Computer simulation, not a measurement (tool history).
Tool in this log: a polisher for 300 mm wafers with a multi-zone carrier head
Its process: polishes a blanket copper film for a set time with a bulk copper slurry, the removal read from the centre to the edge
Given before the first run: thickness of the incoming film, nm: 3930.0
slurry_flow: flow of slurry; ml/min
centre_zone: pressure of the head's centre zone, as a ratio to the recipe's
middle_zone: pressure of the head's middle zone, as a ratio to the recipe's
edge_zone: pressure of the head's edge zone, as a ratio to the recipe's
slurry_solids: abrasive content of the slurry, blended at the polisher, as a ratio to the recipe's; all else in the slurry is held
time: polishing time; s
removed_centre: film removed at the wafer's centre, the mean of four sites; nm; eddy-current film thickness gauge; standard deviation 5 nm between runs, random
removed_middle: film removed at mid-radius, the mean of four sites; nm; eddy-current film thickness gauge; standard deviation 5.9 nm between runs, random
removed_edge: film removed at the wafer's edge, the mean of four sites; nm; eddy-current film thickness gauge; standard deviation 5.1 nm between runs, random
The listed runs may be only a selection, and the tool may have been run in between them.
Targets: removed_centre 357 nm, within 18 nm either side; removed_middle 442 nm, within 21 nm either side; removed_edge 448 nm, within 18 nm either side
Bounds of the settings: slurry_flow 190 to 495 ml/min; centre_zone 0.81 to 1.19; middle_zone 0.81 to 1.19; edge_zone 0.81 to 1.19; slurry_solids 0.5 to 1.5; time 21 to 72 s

run	hour	slurry_flow	centre_zone	middle_zone	edge_zone	slurry_solids	time	removed_centre	removed_middle	removed_edge
1	0	320	1	1	1	1	46	552.17	530.31	531.56
2	7.1	320	1.06	1	1	1	46	567.15	531	540.55
3	14.8	320	1.06	1	1	1.05	46	576.02	526.44	543.69
4	17.7	320	1.06	1	1.04	1.05	46	580.78	530.73	557.53
5	26	285	0.99	1.02	1.08	0.95	44	506.38	496.88	521.7
6	29.3	285	0.99	1.02	1.08	0.75	44	472.67	484.01	500.81
7	30.9	285	0.99	1.02	1.08	0.75	44	478.14	489.11	495.6
8	34.7	280	0.94	1.03	1.11	0.7	43	430.11	471.9	489.58
9	40.1	280	0.92	1.03	1.1	0.65	43	427.03	457.49	483.45
10	41	275	0.9	1.05	1.11	0.6	42	388.97	462.33	469.52
11	48.4	275	0.89	1.05	1.1	0.55	42	386.75	456.98	471.47
12	57.2	275	0.89	1.05	1.1	0.55	41	381.19	443.69	448.48

Consider the 4 candidate settings below. Which is the only one whose results all fall within their allowed miss of target?
A	66	305	0.93	1.04	1.11	0.5	42	?	?	?
B	66	355	0.95	1.05	1.03	0.55	40	?	?	?
C	66	260	0.82	1.04	1.07	0.55	42	?	?	?
D	66	200	0.95	1.02	0.94	0.55	44	?	?	?

move	removed_centre	removed_middle	removed_edge
A	401.91	444.77	455.59
B	401.94	438.62	428.11
C	355.36	445.83	449.48
D	418.21	447.82	434.12
A: lands further from the targets than the last run did
B: lands further from the targets than the last run did
C: every result within its allowed miss
D: lands further from the targets than the last run did
The move that meets every target is C.

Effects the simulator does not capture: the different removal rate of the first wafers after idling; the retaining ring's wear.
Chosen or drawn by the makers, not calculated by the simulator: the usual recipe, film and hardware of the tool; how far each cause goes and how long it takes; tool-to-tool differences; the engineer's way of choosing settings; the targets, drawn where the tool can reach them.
